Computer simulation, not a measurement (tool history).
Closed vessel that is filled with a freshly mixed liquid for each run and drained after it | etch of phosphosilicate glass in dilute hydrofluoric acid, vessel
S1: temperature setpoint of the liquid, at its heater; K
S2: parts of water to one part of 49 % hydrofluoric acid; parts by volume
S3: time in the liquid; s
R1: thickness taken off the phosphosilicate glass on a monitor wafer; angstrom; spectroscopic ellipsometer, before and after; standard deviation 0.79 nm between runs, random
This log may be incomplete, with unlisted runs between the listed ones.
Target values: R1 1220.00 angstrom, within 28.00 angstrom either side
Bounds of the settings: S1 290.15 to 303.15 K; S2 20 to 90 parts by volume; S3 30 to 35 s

run,hour,S1,S2,S3,R1
1,0.0,295.15,50,35,741.14
2,6.5,295.15,50,30,640.35
3,13.5,295.15,55,30,582.89
4,14.8,297.15,55,30,641.98
5,21.2,298.65,50,30,752.11
6,22.8,298.65,55,30,675.44
7,26.1,299.65,50,30,774.43
8,33.8,303.15,30,30,1553.10
9,36.5,301.65,30,30,1444.60
10,39.9,301.65,30,30,1460.70
11,42.9,300.65,30,30,1387.00
12,50.6,300.15,30,30,1360.40

Of the 5 settings listed for the next run, only one would bring every result within its allowed miss of target. Which one?
A,58.3,299.15,30,30,?
B,58.3,302.15,40,35,?
C,58.3,302.65,35,30,?
D,58.3,297.65,35,35,?
E,58.3,298.65,30,30,?

move,R1
A,1304.20
B,1270.00
C,1279.00
D,1217.20
E,1277.50
A: nearer than the last run, and not there yet
B: nearer than the last run, and not there yet
C: nearer than the last run, and not there yet
D: all results in spec
E: nearer than the last run, and not there yet
The right move is D.

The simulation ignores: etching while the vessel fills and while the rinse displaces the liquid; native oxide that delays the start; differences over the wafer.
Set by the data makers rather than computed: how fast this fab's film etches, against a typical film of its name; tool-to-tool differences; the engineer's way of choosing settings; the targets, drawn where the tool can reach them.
